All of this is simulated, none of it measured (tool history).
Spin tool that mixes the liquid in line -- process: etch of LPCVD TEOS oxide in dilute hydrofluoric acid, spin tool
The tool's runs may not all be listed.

| run | hour | temperature setpoint of the liquid (K) | parts of water to one part of 49 % hydrofluoric acid (parts by volume) | time under the liquid (s) | thickness taken off the LPCVD TEOS oxide on a monitor wafer (angstrom) |
|---|---|---|---|---|---|
| 1 | 0 | 298.15 | 265 | 300 | 450.33 |
| 2 | 2.9 | 294.65 | 265 | 300 | 393.86 |
| 3 | 4.1 | 293.65 | 275 | 300 | 364.89 |
| 4 | 6.9 | 293.65 | 275 | 315 | 383.92 |
| 5 | 7.6 | 292.65 | 280 | 315 | 359.2 |
| 6 | 16.5 | 290.15 | 280 | 315 | 329.32 |

Run 7 has not been measured yet. What should we expect?
| 7 | 19.1 | 290.15 | 285 | 315 | ? |

Run 7 came out at thickness taken off the LPCVD TEOS oxide on a monitor wafer (angstrom) 317.83.
